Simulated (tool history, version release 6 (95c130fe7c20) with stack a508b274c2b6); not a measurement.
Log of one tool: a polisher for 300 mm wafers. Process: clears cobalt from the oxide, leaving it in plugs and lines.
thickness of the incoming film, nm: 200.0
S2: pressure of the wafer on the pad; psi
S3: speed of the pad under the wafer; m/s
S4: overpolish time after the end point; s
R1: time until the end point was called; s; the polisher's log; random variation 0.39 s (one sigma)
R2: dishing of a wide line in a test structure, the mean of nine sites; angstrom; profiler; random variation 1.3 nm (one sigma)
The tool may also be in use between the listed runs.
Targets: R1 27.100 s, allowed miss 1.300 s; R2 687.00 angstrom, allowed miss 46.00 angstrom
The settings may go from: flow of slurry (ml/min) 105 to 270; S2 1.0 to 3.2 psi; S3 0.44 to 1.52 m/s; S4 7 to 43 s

{"run": 1, "hour": 0.0, "flow of slurry (ml/min)": 175, "S2": 2.1, "S3": 0.98, "S4": 22, "R1": 34.761, "R2": 582.77}
{"run": 2, "hour": 1.4, "flow of slurry (ml/min)": 175, "S2": 2.1, "S3": 0.74, "S4": 22, "R1": 42.137, "R2": 550.53}
{"run": 3, "hour": 2.6, "flow of slurry (ml/min)": 175, "S2": 2.3, "S3": 0.74, "S4": 23, "R1": 37.946, "R2": 591.52}
{"run": 4, "hour": 3.7, "flow of slurry (ml/min)": 175, "S2": 2.4, "S3": 0.74, "S4": 23, "R1": 36.969, "R2": 579.97}
{"run": 5, "hour": 8.5, "flow of slurry (ml/min)": 210, "S2": 2.4, "S3": 0.74, "S4": 23, "R1": 34.743, "R2": 590.99}
{"run": 6, "hour": 11.3, "flow of slurry (ml/min)": 215, "S2": 2.5, "S3": 0.74, "S4": 24, "R1": 34.089, "R2": 620.06}
{"run": 7, "hour": 19.4, "flow of slurry (ml/min)": 215, "S2": 2.6, "S3": 0.74, "S4": 24, "R1": 32.079, "R2": 628.51}
{"run": 8, "hour": 22.2, "flow of slurry (ml/min)": 215, "S2": 2.7, "S3": 0.74, "S4": 24, "R1": 31.65, "R2": 617.38}
{"run": 9, "hour": 27.9, "flow of slurry (ml/min)": 215, "S2": 2.8, "S3": 0.74, "S4": 25, "R1": 29.902, "R2": 658.89}

4 next moves are on the table. One of them brings every result within its allowed miss. Which?
{"run": "A", "hour": 33.6, "flow of slurry (ml/min)": 220, "S2": 3.1, "S3": 0.74, "S4": 27, "R1": "?", "R2": "?"}
{"run": "B", "hour": 33.6, "flow of slurry (ml/min)": 245, "S2": 2.8, "S3": 0.64, "S4": 25, "R1": "?", "R2": "?"}
{"run": "C", "hour": 33.6, "flow of slurry (ml/min)": 165, "S2": 3.2, "S3": 0.58, "S4": 25, "R1": "?", "R2": "?"}
{"run": "D", "hour": 33.6, "flow of slurry (ml/min)": 185, "S2": 3.1, "S3": 0.66, "S4": 35, "R1": "?", "R2": "?"}

move=A R1=28.037 R2=684.85
move=B R1=33.093 R2=643.67
move=C R1=32.102 R2=649.17
move=D R1=30.493 R2=707.57
A: meets every target
B: further off than the last run
C: further off than the last run
D: further off than the last run
Move A is the one to make.

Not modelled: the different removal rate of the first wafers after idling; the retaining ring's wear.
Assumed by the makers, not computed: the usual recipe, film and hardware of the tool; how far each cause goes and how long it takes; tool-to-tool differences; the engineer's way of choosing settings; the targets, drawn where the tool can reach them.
